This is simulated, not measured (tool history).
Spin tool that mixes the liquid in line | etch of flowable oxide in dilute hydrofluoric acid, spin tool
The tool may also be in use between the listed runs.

run  hour  temperature setpoint of the liquid (K)  parts of water to one part of 49 % hydrofluoric acid (parts by volume)  time under the liquid (s)  thickness taken off the flowable oxide on a monitor wafer (Å)
  1     0                                  298.15                                                                     165                        160                                                         229.53
  2   5.7                                  298.15                                                                     115                        160                                                         352.87
  3   9.4                                  298.15                                                                     115                        170                                                         371.84
  4  13.6                                  297.65                                                                     115                        170                                                         367.96
  5  21.3                                  297.15                                                                     115                        170                                                         359.27
  6  22.4                                  300.15                                                                     115                        170                                                         403.81
  7  30.4                                  299.15                                                                     115                        170                                                         388.79
  8  37.1                                  298.15                                                                     115                        170                                                         374.08
  9  43.6                                  297.65                                                                     115                        170                                                         369.93
 10  44.9                                  297.65                                                                     115                        170                                                         367.55

Forecast run 11:
 11  45.8                                  293.65                                                                     115                        170                                                              ?

thickness taken off the flowable oxide on a monitor wafer (Å): 313.37

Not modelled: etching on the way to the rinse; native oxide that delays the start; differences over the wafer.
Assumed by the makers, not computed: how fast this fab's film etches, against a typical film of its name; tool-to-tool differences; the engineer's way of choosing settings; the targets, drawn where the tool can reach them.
